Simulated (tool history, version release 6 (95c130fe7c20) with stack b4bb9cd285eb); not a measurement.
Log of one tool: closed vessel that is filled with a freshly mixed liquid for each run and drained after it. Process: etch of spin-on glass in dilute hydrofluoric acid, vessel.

run  hour  temperature setpoint of the liquid (°C)  parts of water to one part of 49 % hydrofluoric acid (parts by volume)  time in the liquid (s)  thickness taken off the spin-on glass on a monitor wafer (angstrom)
  1     0                                       24                                                                     115                      90                                                               314.61
  2   7.6                                       27                                                                     115                      90                                                               352.39
  3   9.4                                       28                                                                     105                      90                                                               407.89
  4  10.4                                       28                                                                      70                      90                                                               638.16
  5  15.2                                     28.5                                                                      70                      90                                                               650.44
  6  23.6                                     28.5                                                                      90                      90                                                               493.88
  7  25.6                                       29                                                                      85                      90                                                               532.11
  8  28.9                                     29.5                                                                      80                      90                                                               580.34
  9  34.9                                       30                                                                      80                      90                                                               597.29

Estimate the outcome of run 10 from the log above:
 10  36.8                                     30.5                                                                      80                      90                                                                    ?

{"run 10": {"thickness taken off the spin-on glass on a monitor wafer (angstrom)": 600.7}}

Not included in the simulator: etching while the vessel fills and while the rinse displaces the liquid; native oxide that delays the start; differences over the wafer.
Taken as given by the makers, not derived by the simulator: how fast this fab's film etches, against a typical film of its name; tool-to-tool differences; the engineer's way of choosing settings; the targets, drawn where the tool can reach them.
